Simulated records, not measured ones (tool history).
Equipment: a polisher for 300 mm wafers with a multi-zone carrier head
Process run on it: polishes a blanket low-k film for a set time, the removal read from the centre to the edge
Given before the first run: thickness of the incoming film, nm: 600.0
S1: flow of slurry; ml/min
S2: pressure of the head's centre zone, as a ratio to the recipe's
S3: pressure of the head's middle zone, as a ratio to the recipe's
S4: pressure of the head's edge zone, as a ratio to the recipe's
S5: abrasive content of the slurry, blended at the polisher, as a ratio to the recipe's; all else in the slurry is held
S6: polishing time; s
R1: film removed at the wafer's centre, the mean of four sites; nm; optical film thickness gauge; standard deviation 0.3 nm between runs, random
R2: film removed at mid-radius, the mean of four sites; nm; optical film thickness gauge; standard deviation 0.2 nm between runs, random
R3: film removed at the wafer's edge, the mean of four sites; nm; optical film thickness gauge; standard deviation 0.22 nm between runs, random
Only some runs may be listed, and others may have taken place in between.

run 1 hour=0 | S1=180 S2=1 S3=1 S4=1 S5=1 S6=68 | R1=18.34 R2=18.183 R3=17.785
run 2 hour=7.2 | S1=185 S2=0.99 S3=0.99 S4=1.04 S5=1.1 S6=70 | R1=19.679 R2=19.3 R3=20.033
run 3 hour=8.3 | S1=185 S2=0.99 S3=0.99 S4=1.04 S5=1.1 S6=64 | R1=18.211 R2=17.882 R3=17.987
run 4 hour=10.9 | S1=185 S2=0.99 S3=0.99 S4=1.04 S5=1.1 S6=73 | R1=20.268 R2=20.365 R3=20.701
run 5 hour=17 | S1=190 S2=0.99 S3=0.99 S4=1.07 S5=1.2 S6=73 | R1=21.293 R2=21.265 R3=22.063
run 6 hour=25.9 | S1=190 S2=0.99 S3=0.99 S4=1.07 S5=1.2 S6=89 | R1=26.458 R2=25.755 R3=26.735
run 7 hour=29.1 | S1=190 S2=0.98 S3=0.99 S4=1.09 S5=1.2 S6=89 | R1=25.805 R2=25.999 R3=27.293

What will run 8 give?
run 8 hour=34.1 | S1=190 S2=0.98 S3=0.98 S4=1.1 S5=1.2 S6=89 | R1=? R2=? R3=?

{"run 8": {"R1": 25.861, "R2": 25.798, "R3": 26.777}}
